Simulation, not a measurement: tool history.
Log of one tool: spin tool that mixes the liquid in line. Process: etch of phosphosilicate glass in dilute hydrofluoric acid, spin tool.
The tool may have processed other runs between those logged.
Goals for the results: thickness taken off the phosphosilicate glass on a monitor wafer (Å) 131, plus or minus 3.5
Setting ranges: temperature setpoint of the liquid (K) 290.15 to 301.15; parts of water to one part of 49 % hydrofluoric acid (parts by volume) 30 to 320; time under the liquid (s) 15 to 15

| run | day | temperature setpoint of the liquid (K) | parts of water to one part of 49 % hydrofluoric acid (parts by volume) | time under the liquid (s) | thickness taken off the phosphosilicate glass on a monitor wafer (Å) |
|---|---|---|---|---|---|
| 1 | 0 | 293.15 | 175 | 15 | 61.268 |
| 2 | 0.292 | 290.65 | 175 | 15 | 54.201 |
| 3 | 0.392 | 293.65 | 155 | 15 | 70.318 |
| 4 | 0.508 | 290.15 | 155 | 15 | 61.533 |
| 5 | 0.875 | 293.15 | 140 | 15 | 77.857 |
| 6 | 1.2 | 290.15 | 140 | 15 | 70.02 |
| 7 | 1.342 | 290.15 | 140 | 15 | 69.12 |
| 8 | 1.412 | 293.15 | 130 | 15 | 83.894 |
| 9 | 1.467 | 295.15 | 125 | 15 | 97.763 |
| 10 | 1.742 | 296.65 | 125 | 15 | 101.54 |
| 11 | 1.9 | 297.65 | 120 | 15 | 110.14 |

Of the 4 settings listed for the next run, only one would bring every result within its allowed miss of target. Which one?
| A | 2.058 | 299.15 | 110 | 15 | ? |
| B | 2.058 | 298.15 | 110 | 15 | ? |
| C | 2.058 | 299.15 | 115 | 15 | ? |
| D | 2.058 | 296.15 | 105 | 15 | ? |

| move | thickness taken off the phosphosilicate glass on a monitor wafer (Å) |
|---|---|
| A | 130.3 |
| B | 125.34 |
| C | 123.85 |
| D | 122.1 |
A: meets every target
B: closer than the last run, but not yet in spec
C: closer than the last run, but not yet in spec
D: closer than the last run, but not yet in spec
The move that meets every target is A.

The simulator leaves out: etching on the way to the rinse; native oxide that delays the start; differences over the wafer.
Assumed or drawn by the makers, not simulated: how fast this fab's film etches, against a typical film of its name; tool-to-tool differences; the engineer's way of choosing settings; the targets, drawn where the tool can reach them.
